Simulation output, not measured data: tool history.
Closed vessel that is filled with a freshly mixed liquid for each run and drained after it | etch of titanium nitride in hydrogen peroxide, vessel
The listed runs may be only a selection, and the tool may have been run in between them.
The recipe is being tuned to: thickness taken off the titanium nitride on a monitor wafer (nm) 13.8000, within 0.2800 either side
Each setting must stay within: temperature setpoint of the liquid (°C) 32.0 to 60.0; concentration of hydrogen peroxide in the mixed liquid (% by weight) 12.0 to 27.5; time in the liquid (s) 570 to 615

| run | hour | temperature setpoint of the liquid (°C) | concentration of hydrogen peroxide in the mixed liquid (% by weight) | time in the liquid (s) | thickness taken off the titanium nitride on a monitor wafer (nm) |
|---|---|---|---|---|---|
| 1 | 0.0 | 44.0 | 18.5 | 570 | 8.5531 |
| 2 | 6.2 | 45.0 | 18.5 | 570 | 9.2793 |
| 3 | 11.3 | 38.5 | 18.5 | 570 | 5.6675 |
| 4 | 19.4 | 40.5 | 18.5 | 570 | 6.6437 |
| 5 | 24.1 | 40.5 | 14.5 | 570 | 6.2412 |
| 6 | 30.4 | 44.5 | 14.5 | 570 | 8.4866 |
| 7 | 31.6 | 45.5 | 14.5 | 570 | 9.2471 |
| 8 | 37.0 | 46.5 | 14.5 | 570 | 9.8020 |
| 9 | 40.3 | 47.5 | 14.5 | 570 | 10.6710 |
| 10 | 41.8 | 48.0 | 14.5 | 570 | 11.0130 |
| 11 | 44.1 | 48.5 | 14.5 | 570 | 11.4560 |
| 12 | 44.6 | 49.0 | 14.5 | 570 | 11.8450 |
| 13 | 49.1 | 49.5 | 14.5 | 570 | 12.3770 |
| 14 | 57.0 | 49.5 | 14.5 | 570 | 12.2870 |
| 15 | 64.1 | 50.0 | 14.5 | 570 | 12.7570 |
| 16 | 69.1 | 50.5 | 14.5 | 570 | 13.2740 |

Which one of the following 5 next-run settings gets every result inside its allowed miss? There is exactly one.
| A | 74.1 | 49.0 | 13.5 | 615 | ? |
| B | 74.1 | 50.0 | 13.5 | 570 | ? |
| C | 74.1 | 51.5 | 12.0 | 575 | ? |
| D | 74.1 | 52.0 | 13.5 | 570 | ? |
| E | 74.1 | 49.5 | 14.5 | 610 | ? |

| move | thickness taken off the titanium nitride on a monitor wafer (nm) |
|---|---|
| A | 12.5780 |
| B | 12.5340 |
| C | 13.7420 |
| D | 14.4690 |
| E | 13.1320 |
A: misses by more than the last run did
B: misses by more than the last run did
C: hits every target within its allowed miss
D: carries the result that was furthest off beyond its target, to the other side
E: misses by more than the last run did
Correct choice: C, which meets every target
